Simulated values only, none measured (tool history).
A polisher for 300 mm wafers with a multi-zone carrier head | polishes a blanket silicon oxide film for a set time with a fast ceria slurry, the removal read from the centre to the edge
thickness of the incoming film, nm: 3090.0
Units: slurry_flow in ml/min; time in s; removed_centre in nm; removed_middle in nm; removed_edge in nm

run 1 hour=0 | slurry_flow=135 centre_zone=1 middle_zone=1 edge_zone=1 time=65 | removed_centre=1047.8 removed_middle=1043.4 removed_edge=1021.4
run 2 hour=8 | slurry_flow=135 centre_zone=1 middle_zone=1 edge_zone=1 time=77 | removed_centre=1199.4 removed_middle=1219.2 removed_edge=1204.8
run 3 hour=14.6 | slurry_flow=135 centre_zone=0.94 middle_zone=1 edge_zone=1 time=77 | removed_centre=1141.9 removed_middle=1230.6 removed_edge=1223.5
run 4 hour=18.8 | slurry_flow=130 centre_zone=0.93 middle_zone=1.02 edge_zone=0.98 time=77 | removed_centre=1125.7 removed_middle=1252 removed_edge=1190.7
run 5 hour=24.8 | slurry_flow=130 centre_zone=0.93 middle_zone=0.97 edge_zone=0.98 time=77 | removed_centre=1126.7 removed_middle=1178 removed_edge=1198.1
run 6 hour=33.2 | slurry_flow=130 centre_zone=0.93 middle_zone=1.05 edge_zone=0.98 time=77 | removed_centre=1146.1 removed_middle=1265.4 removed_edge=1203.1
run 7 hour=33.8 | slurry_flow=125 centre_zone=0.91 middle_zone=1.07 edge_zone=0.97 time=77 | removed_centre=1089.7 removed_middle=1268.6 removed_edge=1176.3
run 8 hour=36.4 | slurry_flow=120 centre_zone=0.9 middle_zone=1.09 edge_zone=0.96 time=77 | removed_centre=1076 removed_middle=1277.9 removed_edge=1181.8

Run 9 comes next. What will it give?
run 9 hour=41 | slurry_flow=110 centre_zone=0.84 middle_zone=1.19 edge_zone=0.86 time=74 | removed_centre=? removed_middle=? removed_edge=?

removed_centre: 932.71 nm
removed_middle: 1319.4 nm
removed_edge: 1052.3 nm
